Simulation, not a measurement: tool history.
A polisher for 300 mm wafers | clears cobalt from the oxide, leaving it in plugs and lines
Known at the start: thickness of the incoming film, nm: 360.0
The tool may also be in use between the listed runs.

| run | day | flow of slurry (ml/min) | pressure of the wafer on the pad (psi) | speed of the pad under the wafer (cm/s) | overpolish time after the end point (s) | time until the end point was called (s) | dishing of a wide line in a test structure (angstrom) |
|---|---|---|---|---|---|---|---|
| 1 | 0 | 200 | 1.7 | 76 | 28 | 103.62 | 369.28 |
| 2 | 0.075 | 200 | 1.7 | 94 | 28 | 81.949 | 401 |
| 3 | 0.317 | 200 | 1.4 | 94 | 28 | 101.53 | 366.7 |
| 4 | 0.667 | 200 | 1.4 | 78 | 28 | 117.08 | 340.28 |
| 5 | 0.983 | 200 | 1.6 | 78 | 28 | 103.94 | 371.52 |
| 6 | 1.096 | 235 | 1.6 | 78 | 28 | 101.03 | 372.89 |
| 7 | 1.196 | 235 | 1.6 | 78 | 28 | 104.59 | 365.56 |
| 8 | 1.404 | 235 | 1.5 | 78 | 30 | 106.54 | 374.7 |

The next listed run, before its measurement:
|  | 1.579 | slurry nozzle cleaned |
| 9 | 1.579 | 230 | 1.4 | 78 | 31 | ? | ? |

time until the end point was called (s): 113.52
dishing of a wide line in a test structure (angstrom): 372.6

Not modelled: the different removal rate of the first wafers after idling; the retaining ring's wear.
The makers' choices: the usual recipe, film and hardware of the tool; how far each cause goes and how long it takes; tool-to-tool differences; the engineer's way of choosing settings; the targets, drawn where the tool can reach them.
